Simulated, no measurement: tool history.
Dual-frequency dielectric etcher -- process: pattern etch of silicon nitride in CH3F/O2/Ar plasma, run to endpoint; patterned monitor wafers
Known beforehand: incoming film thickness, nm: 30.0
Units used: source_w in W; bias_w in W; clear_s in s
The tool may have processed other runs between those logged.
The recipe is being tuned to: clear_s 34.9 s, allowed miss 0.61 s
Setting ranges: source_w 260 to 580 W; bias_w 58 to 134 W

run 1 day=0 | source_w=420 bias_w=96 | clear_s=40.668
run 2 day=0.2 | source_w=460 bias_w=98 | clear_s=38.954
run 3 day=0.567 | source_w=460 bias_w=113 | clear_s=37.586
run 4 day=0.896 | source_w=400 bias_w=113 | clear_s=38.943
run 5 day=1.258 | source_w=460 bias_w=113 | clear_s=37.433
run 6 day=1.454 | source_w=480 bias_w=114 | clear_s=36.493
run 7 day=1.496 | source_w=490 bias_w=115 | clear_s=36.227
run 8 day=1.842 | source_w=500 bias_w=116 | clear_s=36.085
run 9 day=1.975 | source_w=510 bias_w=117 | clear_s=35.447

Which one of the following 4 next-run settings gets every result inside its allowed miss? There is exactly one.
run A day=2.108 | source_w=470 bias_w=122 | clear_s=?
run B day=2.108 | source_w=530 bias_w=105 | clear_s=?
run C day=2.108 | source_w=520 bias_w=120 | clear_s=?
run D day=2.108 | source_w=490 bias_w=117 | clear_s=?

move=A clear_s=35.96
move=B clear_s=36.064
move=C clear_s=34.879
move=D clear_s=35.897
A: further off than the last run
B: further off than the last run
C: all results in spec
D: further off than the last run
Go with C: it meets all targets.
